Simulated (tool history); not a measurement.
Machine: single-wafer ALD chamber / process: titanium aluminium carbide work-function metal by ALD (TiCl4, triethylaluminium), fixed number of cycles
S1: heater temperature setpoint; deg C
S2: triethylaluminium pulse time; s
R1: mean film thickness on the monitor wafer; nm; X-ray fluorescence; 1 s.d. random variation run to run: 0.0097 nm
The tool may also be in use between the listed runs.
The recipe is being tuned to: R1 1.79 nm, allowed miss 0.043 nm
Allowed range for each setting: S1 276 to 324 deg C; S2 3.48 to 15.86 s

{"run": 1, "hour": 0.0, "S1": 300, "S2": 9.67, "R1": 2.0867}
{"run": 2, "hour": 1.5, "S1": 300, "S2": 10.68, "R1": 2.1013}
{"run": 3, "hour": 8.4, "S1": 307, "S2": 10.68, "R1": 2.1475}
{"run": 4, "hour": 9.3, "S1": 300, "S2": 9.01, "R1": 2.0776}
{"run": 5, "hour": 16.4, "S1": 308, "S2": 9.01, "R1": 2.1107}
{"run": 6, "hour": 21.9, "S1": 301, "S2": 7.72, "R1": 2.0415}
{"run": 7, "hour": 26.9, "S1": 295, "S2": 6.73, "R1": 1.9822}
{"run": 8, "hour": 32.2, "S1": 295, "S2": 6.73, "R1": 1.9598}
{"run": 9, "hour": 40.2, "S1": 292, "S2": 6.07, "R1": 1.917}
{"run": 10, "hour": 42.8, "S1": 289, "S2": 5.69, "R1": 1.8768}
{"run": 11, "hour": 43.9, "S1": 287, "S2": 5.48, "R1": 1.8508}
{"run": 12, "hour": 46.2, "S1": 286, "S2": 5.34, "R1": 1.8503}

Which one of the following 4 next-run settings gets every result inside its allowed miss? There is exactly one.
{"run": "A", "hour": 48.5, "S1": 276, "S2": 3.56, "R1": "?"}
{"run": "B", "hour": 48.5, "S1": 280, "S2": 6.98, "R1": "?"}
{"run": "C", "hour": 48.5, "S1": 289, "S2": 5.37, "R1": "?"}
{"run": "D", "hour": 48.5, "S1": 276, "S2": 6.19, "R1": "?"}

move=A R1=1.6789
move=B R1=1.8835
move=C R1=1.8849
move=D R1=1.8244
A: pushes the last run's worst result past its target
B: its largest miss is bigger than the last run's
C: its largest miss is bigger than the last run's
D: each result inside its tolerance
Answer: D
